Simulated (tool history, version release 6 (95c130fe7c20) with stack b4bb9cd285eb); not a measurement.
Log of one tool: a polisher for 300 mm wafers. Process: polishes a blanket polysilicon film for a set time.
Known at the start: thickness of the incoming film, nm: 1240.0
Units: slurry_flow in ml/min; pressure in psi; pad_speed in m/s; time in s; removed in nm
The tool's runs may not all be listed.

run    day  slurry_flow  pressure  pad_speed  time  removed
  1      0          270       3.1       1.18    56   617.34
  2  0.162          270       3.3       1.18    56   632.27
  3  0.462          270       3.3       1.18    59    666.3
  4  0.529          270       3.5       1.18    59   704.58
  5  0.896          220       3.5       1.18    59   690.75
  6  1.046          225       3.6       1.18    59   702.81
  7  1.417          235       3.7       1.18    59    724.5
  8    1.7          245       3.8       1.18    59   747.87
  9  1.925          250       3.9       1.18    59   749.44
 10  2.271          250         4       1.18    59   770.83
 11   2.55          250         4       1.18    59   770.26

Forecast run 12:
 12  2.6          250         4       1.18    59        ?

removed: 764.8 nm
